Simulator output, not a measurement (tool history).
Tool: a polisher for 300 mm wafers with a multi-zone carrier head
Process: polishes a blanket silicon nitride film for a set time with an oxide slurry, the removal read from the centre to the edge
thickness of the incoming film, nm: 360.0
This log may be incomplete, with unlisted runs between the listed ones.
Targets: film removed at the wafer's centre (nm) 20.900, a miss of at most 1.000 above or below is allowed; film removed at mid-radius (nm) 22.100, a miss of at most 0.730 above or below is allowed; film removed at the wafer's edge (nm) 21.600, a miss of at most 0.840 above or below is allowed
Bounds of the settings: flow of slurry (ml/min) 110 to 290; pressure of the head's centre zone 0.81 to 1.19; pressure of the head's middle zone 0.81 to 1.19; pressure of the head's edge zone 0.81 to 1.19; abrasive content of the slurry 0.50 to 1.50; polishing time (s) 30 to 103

run  hour  flow of slurry (ml/min)  pressure of the head's centre zone  pressure of the head's middle zone  pressure of the head's edge zone  abrasive content of the slurry  polishing time (s)  film removed at the wafer's centre (nm)  film removed at mid-radius (nm)  film removed at the wafer's edge (nm)
  1   0.0                      185                                1.00                                1.00                              1.00                            1.00                  66                                   28.021                           28.543                                 28.446
  2   7.6                      185                                1.06                                1.00                              1.00                            1.00                  66                                   28.462                           28.031                                 28.190
  3  10.6                      180                                1.04                                1.00                              0.99                            0.90                  66                                   26.963                           26.412                                 27.036
  4  12.7                      180                                1.02                                1.01                              0.97                            0.85                  65                                   25.851                           25.696                                 25.526
  5  17.9                      175                                1.00                                1.01                              0.96                            0.80                  65                                   23.963                           24.595                                 24.956
  6  20.2                      170                                1.00                                1.01                              0.94                            0.80                  65                                   23.362                           24.287                                 24.171
  7  24.9                      165                                1.00                                1.01                              0.92                            0.80                  65                                   23.387                           24.344                                 24.565
  8  30.0                      170                                1.00                                1.02                              0.92                            0.75                  65                                   22.686                           24.223                                 23.424
  9  37.9                      165                                1.00                                1.02                              0.91                            0.75                  65                                   22.583                           23.735                                 23.579
 10  39.3                      165                                1.00                                1.02                              0.90                            0.75                  65                                   22.900                           23.784                                 23.170
 11  41.3                      160                                1.00                                1.02                              0.89                            0.75                  65                                   22.648                           24.156                                 22.644
 12  44.4                      155                                1.00                                1.01                              0.89                            0.75                  65                                   22.625                           23.315                                 22.745
 13  52.9                      150                                0.99                                1.01                              0.88                            0.75                  65                                   22.161                           22.718                                 22.863
 14  60.0                      140                                0.98                                1.05                              0.83                            0.65                  65                                   19.855                           21.915                                 20.013
 15  68.3                      145                                0.98                                1.04                              0.84                            0.65                  65                                   19.815                           21.790                                 20.370
 16  71.5                      150                                0.98                                1.03                              0.85                            0.65                  65                                   19.691                           21.744                                 20.631
 17  77.1                      150                                0.98                                1.03                              0.86                            0.65                  65                                   19.979                           21.954                                 20.911

Consider the 5 candidate settings below. Which is the only one whose results all fall within their allowed miss of target?
  A  82.7                      170                                1.08                                1.08                              0.91                            0.70                  57                                        ?                                ?                                      ?
  B  82.7                      150                                0.94                                1.03                              0.89                            0.55                  70                                        ?                                ?                                      ?
  C  82.7                      115                                0.86                                1.05                              0.95                            0.50                  84                                        ?                                ?                                      ?
  D  82.7                      145                                0.87                                1.02                              0.90                            0.50                  80                                        ?                                ?                                      ?
  E  82.7                      110                                0.98                                1.00                              0.81                            0.65                  72                                        ?                                ?                                      ?

move  film removed at the wafer's centre (nm)  film removed at mid-radius (nm)  film removed at the wafer's edge (nm)
   A                                   20.850                           21.189                                 19.676
   B                                   18.850                           21.280                                 20.485
   C                                   18.274                           23.107                                 22.828
   D                                   18.628                           22.585                                 22.044
   E                                   20.694                           22.077                                 21.435
A: the furthest-off result lands on target, but another misses its tolerance
B: its largest miss is bigger than the last run's
C: its largest miss is bigger than the last run's
D: its largest miss is bigger than the last run's
E: every result lands within tolerance
Correct choice: E, which meets every target
